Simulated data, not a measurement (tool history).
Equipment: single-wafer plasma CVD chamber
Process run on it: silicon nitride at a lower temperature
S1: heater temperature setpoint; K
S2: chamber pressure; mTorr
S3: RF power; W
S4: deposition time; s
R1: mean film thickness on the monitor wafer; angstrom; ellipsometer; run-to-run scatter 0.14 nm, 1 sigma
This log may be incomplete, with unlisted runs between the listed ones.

{"run": 1, "hour": 0.0, "S1": 618.15, "S2": 1910, "S3": 390, "S4": 19.7, "R1": 294.85}
{"run": 2, "hour": 1.7, "S1": 618.15, "S2": 1790, "S3": 375, "S4": 19.7, "R1": 282.33}
{"run": 3, "hour": 5.9, "S1": 618.15, "S2": 1790, "S3": 375, "S4": 19.7, "R1": 281.88}
{"run": 4, "hour": 9.3, "S1": 618.15, "S2": 1680, "S3": 365, "S4": 19.7, "R1": 273.68}
{"run": 5, "hour": 13.6, "S1": 618.15, "S2": 1680, "S3": 365, "S4": 19.7, "R1": 274.57}
{"run": 6, "hour": 17.5, "S1": 618.15, "S2": 1680, "S3": 365, "S4": 19.7, "R1": 275.26}
{"run": 7, "hour": 25.4, "S1": 618.15, "S2": 1600, "S3": 355, "S4": 19.7, "R1": 266.56}
{"run": 8, "hour": 31.4, "S1": 618.15, "S2": 1530, "S3": 350, "S4": 19.7, "R1": 261.18}
{"run": 9, "hour": 35.4, "S1": 618.15, "S2": 1530, "S3": 350, "S4": 19.7, "R1": 262.71}
{"run": 10, "hour": 43.9, "S1": 618.15, "S2": 1470, "S3": 345, "S4": 19.7, "R1": 257.17}

Run 11, settings as shown, results not yet in. Your forecast:
{"run": 11, "hour": 49.5, "S1": 618.15, "S2": 1420, "S3": 345, "S4": 19.7, "R1": "?"}

{"run 11": {"R1": 252.73}}

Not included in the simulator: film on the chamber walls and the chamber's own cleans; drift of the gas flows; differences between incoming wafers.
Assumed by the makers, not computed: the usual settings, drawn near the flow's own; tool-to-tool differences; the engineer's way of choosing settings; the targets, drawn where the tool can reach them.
